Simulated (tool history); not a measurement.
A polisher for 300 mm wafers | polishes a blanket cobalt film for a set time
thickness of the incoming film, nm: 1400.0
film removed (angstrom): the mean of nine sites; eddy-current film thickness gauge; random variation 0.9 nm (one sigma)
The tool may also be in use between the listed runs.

run,hour,flow of slurry (ml/min),pressure of the wafer on the pad (psi),speed of the pad under the wafer (m/s),polishing time (s),film removed (angstrom)
1,0,125,2.4,0.98,38,2223.1
2,1.4,115,2.4,0.98,38,2205.5
3,5.9,115,2.4,0.98,38,2198.7
4,10.6,115,2.8,0.98,38,2586.5
5,15.9,145,2.8,0.98,38,2701.2
6,22.5,175,2.8,0.98,38,2777.5
7,30.6,175,2.6,0.94,38,2469.1
8,34.4,140,2,0.66,37,1369.1
9,38.8,140,1.9,0.66,37,1266.4

The next listed run, before its measurement:
10,42.2,110,1.4,0.66,37,?

film removed (angstrom): 903.15
